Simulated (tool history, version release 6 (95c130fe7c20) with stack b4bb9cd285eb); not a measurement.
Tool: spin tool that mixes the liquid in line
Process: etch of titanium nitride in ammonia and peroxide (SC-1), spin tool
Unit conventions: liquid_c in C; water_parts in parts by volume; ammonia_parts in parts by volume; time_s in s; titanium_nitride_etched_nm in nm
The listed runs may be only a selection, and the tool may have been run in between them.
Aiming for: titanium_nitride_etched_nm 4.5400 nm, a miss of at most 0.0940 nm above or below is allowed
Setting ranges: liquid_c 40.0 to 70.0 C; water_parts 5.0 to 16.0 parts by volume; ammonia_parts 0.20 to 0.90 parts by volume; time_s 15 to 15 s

{"run": 1, "hour": 0.0, "liquid_c": 56.0, "water_parts": 9.0, "ammonia_parts": 0.5, "time_s": 15, "titanium_nitride_etched_nm": 2.4908}
{"run": 2, "hour": 3.0, "liquid_c": 57.5, "water_parts": 9.0, "ammonia_parts": 0.5, "time_s": 15, "titanium_nitride_etched_nm": 2.7132}
{"run": 3, "hour": 11.9, "liquid_c": 57.5, "water_parts": 9.0, "ammonia_parts": 0.6, "time_s": 15, "titanium_nitride_etched_nm": 2.8416}
{"run": 4, "hour": 14.6, "liquid_c": 57.5, "water_parts": 9.0, "ammonia_parts": 0.7, "time_s": 15, "titanium_nitride_etched_nm": 2.9139}
{"hour": 22.2, "done": "thermometer replaced"}
{"run": 5, "hour": 22.2, "liquid_c": 57.5, "water_parts": 9.0, "ammonia_parts": 0.75, "time_s": 15, "titanium_nitride_etched_nm": 2.5479}
{"run": 6, "hour": 30.6, "liquid_c": 51.0, "water_parts": 9.0, "ammonia_parts": 0.75, "time_s": 15, "titanium_nitride_etched_nm": 1.6559}
{"run": 7, "hour": 35.2, "liquid_c": 53.0, "water_parts": 9.0, "ammonia_parts": 0.75, "time_s": 15, "titanium_nitride_etched_nm": 1.9132}
{"run": 8, "hour": 38.9, "liquid_c": 54.5, "water_parts": 9.0, "ammonia_parts": 0.75, "time_s": 15, "titanium_nitride_etched_nm": 2.0984}

Pick the move, out of 4, that brings all results within their allowed miss; only one does.
{"run": "A", "hour": 42.6, "liquid_c": 65.0, "water_parts": 7.0, "ammonia_parts": 0.75, "time_s": 15, "titanium_nitride_etched_nm": "?"}
{"run": "B", "hour": 42.6, "liquid_c": 47.5, "water_parts": 10.5, "ammonia_parts": 0.75, "time_s": 15, "titanium_nitride_etched_nm": "?"}
{"run": "C", "hour": 42.6, "liquid_c": 65.0, "water_parts": 8.0, "ammonia_parts": 0.85, "time_s": 15, "titanium_nitride_etched_nm": "?"}
{"run": "D", "hour": 42.6, "liquid_c": 65.0, "water_parts": 7.0, "ammonia_parts": 0.8, "time_s": 15, "titanium_nitride_etched_nm": "?"}

move=A titanium_nitride_etched_nm=4.7926
move=B titanium_nitride_etched_nm=1.2103
move=C titanium_nitride_etched_nm=4.5770
move=D titanium_nitride_etched_nm=4.8383
A: moves the result that the last run missed by most past its target, out the other side
B: moves away from the targets compared with the last run
C: all results land within tolerance of their targets
D: moves the result that the last run missed by most past its target, out the other side
The move that meets every target is C.

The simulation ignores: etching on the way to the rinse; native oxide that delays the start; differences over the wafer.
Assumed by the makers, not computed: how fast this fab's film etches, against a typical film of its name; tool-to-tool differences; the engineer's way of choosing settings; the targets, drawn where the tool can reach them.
